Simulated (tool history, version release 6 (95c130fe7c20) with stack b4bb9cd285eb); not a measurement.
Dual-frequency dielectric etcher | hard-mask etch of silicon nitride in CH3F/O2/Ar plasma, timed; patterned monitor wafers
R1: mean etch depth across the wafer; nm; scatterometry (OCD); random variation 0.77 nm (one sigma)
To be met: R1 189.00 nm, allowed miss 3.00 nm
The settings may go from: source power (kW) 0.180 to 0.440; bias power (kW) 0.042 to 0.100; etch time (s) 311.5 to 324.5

Run 1, day 0.000: source power (kW) 0.310, bias power (kW) 0.071, etch time (s) 311.5. Result: R1 200.43 nm.
Run 2, day 0.104: source power (kW) 0.350, bias power (kW) 0.071, etch time (s) 311.5. Result: R1 211.71 nm.
Run 3, day 0.479: source power (kW) 0.350, bias power (kW) 0.060, etch time (s) 311.5. Result: R1 201.14 nm.
Run 4, day 0.792: source power (kW) 0.350, bias power (kW) 0.069, etch time (s) 311.5. Result: R1 209.58 nm.
Run 5, day 1.158: source power (kW) 0.350, bias power (kW) 0.069, etch time (s) 324.5. Result: R1 219.16 nm.
Run 6, day 1.438: source power (kW) 0.330, bias power (kW) 0.068, etch time (s) 324.5. Result: R1 212.72 nm.
Run 7, day 1.721: source power (kW) 0.310, bias power (kW) 0.068, etch time (s) 324.5. Result: R1 206.59 nm.
Run 8, day 1.850: source power (kW) 0.300, bias power (kW) 0.068, etch time (s) 324.5. Result: R1 204.02 nm.
Run 9, day 2.058: source power (kW) 0.290, bias power (kW) 0.068, etch time (s) 324.5. Result: R1 202.77 nm.
Run 10, day 2.271: source power (kW) 0.230, bias power (kW) 0.066, etch time (s) 324.5. Result: R1 182.21 nm.
Run 11, day 2.488: source power (kW) 0.240, bias power (kW) 0.066, etch time (s) 324.5. Result: R1 185.57 nm.

Which of these 5 next moves meets every target?
Run A, day 2.704: source power (kW) 0.240, bias power (kW) 0.068, etch time (s) 316.0. Result: R1 ?.
Run B, day 2.704: source power (kW) 0.240, bias power (kW) 0.062, etch time (s) 323.5. Result: R1 ?.
Run C, day 2.704: source power (kW) 0.250, bias power (kW) 0.066, etch time (s) 311.5. Result: R1 ?.
Run D, day 2.704: source power (kW) 0.270, bias power (kW) 0.067, etch time (s) 316.0. Result: R1 ?.
Run E, day 2.704: source power (kW) 0.230, bias power (kW) 0.068, etch time (s) 323.0. Result: R1 ?.

move      R1
   A  182.02
   B  181.48
   C  180.83
   D  190.01
   E  182.90
A: further off than the last run
B: further off than the last run
C: further off than the last run
D: meets every target
E: further off than the last run
Move D is the one to make.
